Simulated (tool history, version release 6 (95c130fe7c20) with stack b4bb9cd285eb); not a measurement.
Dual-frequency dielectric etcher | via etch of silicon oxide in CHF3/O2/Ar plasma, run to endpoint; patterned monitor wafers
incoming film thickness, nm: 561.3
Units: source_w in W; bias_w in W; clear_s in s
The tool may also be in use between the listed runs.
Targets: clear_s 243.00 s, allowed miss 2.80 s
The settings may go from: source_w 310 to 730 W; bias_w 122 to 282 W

run	day	source_w	bias_w	clear_s
1	0.000	520	202	272.12
2	0.288	560	203	261.38
3	0.508	520	203	271.59
4	0.858	520	183	277.63
5	1.175	560	184	265.97
6	1.496	520	184	277.82
7	1.696	560	185	265.90
8	1.900	580	186	260.24
9	2.200	680	188	238.62

5 next moves are on the table. One of them brings every result within its allowed miss. Which?
A	2.500	670	202	?
B	2.500	730	162	?
C	2.500	630	189	?
D	2.500	650	172	?
E	2.500	630	205	?

move	clear_s
A	237.19
B	238.15
C	248.70
D	249.73
E	244.12
A: further off than the last run
B: further off than the last run
C: takes the result that was furthest off past its target
D: takes the result that was furthest off past its target
E: meets every target
Answer: E
